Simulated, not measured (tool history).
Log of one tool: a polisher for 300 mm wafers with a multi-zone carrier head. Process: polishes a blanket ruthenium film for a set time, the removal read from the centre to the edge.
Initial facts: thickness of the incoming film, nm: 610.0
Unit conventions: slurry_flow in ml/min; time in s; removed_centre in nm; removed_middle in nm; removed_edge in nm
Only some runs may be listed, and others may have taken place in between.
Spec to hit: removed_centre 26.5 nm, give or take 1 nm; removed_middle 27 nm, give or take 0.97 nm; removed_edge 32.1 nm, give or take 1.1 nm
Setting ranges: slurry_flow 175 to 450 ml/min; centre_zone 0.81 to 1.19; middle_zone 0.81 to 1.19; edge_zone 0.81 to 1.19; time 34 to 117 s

run 1 day=0 | slurry_flow=290 centre_zone=1 middle_zone=1 edge_zone=1 time=75 | removed_centre=50.631 removed_middle=50.092 removed_edge=48.192
run 2 day=0.288 | slurry_flow=280 centre_zone=0.97 middle_zone=0.97 edge_zone=1.01 time=69 | removed_centre=45.485 removed_middle=44.887 removed_edge=44.473
run 3 day=0.521 | slurry_flow=280 centre_zone=0.97 middle_zone=0.97 edge_zone=1.01 time=56 | removed_centre=36.718 removed_middle=36.63 removed_edge=35.451
run 4 day=0.717 | slurry_flow=270 centre_zone=0.94 middle_zone=0.94 edge_zone=1.04 time=54 | removed_centre=33.786 removed_middle=34.222 removed_edge=34.782
run 5 day=1.054 | slurry_flow=270 centre_zone=0.98 middle_zone=0.94 edge_zone=1.04 time=54 | removed_centre=35.681 removed_middle=33.943 removed_edge=35.604
run 6 day=1.104 | slurry_flow=265 centre_zone=0.95 middle_zone=0.92 edge_zone=1.05 time=53 | removed_centre=33.8 removed_middle=33.307 removed_edge=34.644
run 7 day=1.225 | slurry_flow=260 centre_zone=0.93 middle_zone=0.9 edge_zone=1.07 time=52 | removed_centre=32.045 removed_middle=31.982 removed_edge=34.421
run 8 day=1.579 | slurry_flow=230 centre_zone=0.84 middle_zone=0.81 edge_zone=1.09 time=46 | removed_centre=25.629 removed_middle=25.303 removed_edge=30.657
run 9 day=1.933 | slurry_flow=235 centre_zone=0.84 middle_zone=0.82 edge_zone=1.1 time=46 | removed_centre=24.892 removed_middle=24.967 removed_edge=30.282
run 10 day=2.308 | slurry_flow=240 centre_zone=0.85 middle_zone=0.83 edge_zone=1.11 time=46 | removed_centre=25.22 removed_middle=25.889 removed_edge=30.273

Exercise: of the 4 proposed moves below, exactly one satisfies all targets within the stated allowed misses. Which move is it?
run A day=2.683 | slurry_flow=285 centre_zone=0.92 middle_zone=0.85 edge_zone=1.12 time=43 | removed_centre=? removed_middle=? removed_edge=?
run B day=2.683 | slurry_flow=325 centre_zone=0.91 middle_zone=0.94 edge_zone=1.13 time=43 | removed_centre=? removed_middle=? removed_edge=?
run C day=2.683 | slurry_flow=190 centre_zone=0.85 middle_zone=0.84 edge_zone=1.13 time=49 | removed_centre=? removed_middle=? removed_edge=?
run D day=2.683 | slurry_flow=245 centre_zone=0.82 middle_zone=0.89 edge_zone=1.11 time=43 | removed_centre=? removed_middle=? removed_edge=?

move=A removed_centre=26.725 removed_middle=24.865 removed_edge=28.858
move=B removed_centre=26.823 removed_middle=27.377 removed_edge=29.234
move=C removed_centre=26.553 removed_middle=26.659 removed_edge=31.775
move=D removed_centre=23.363 removed_middle=25.408 removed_edge=28.351
A: lands further from the targets than the last run did
B: lands further from the targets than the last run did
C: meets every target
D: lands further from the targets than the last run did
The right move is C.
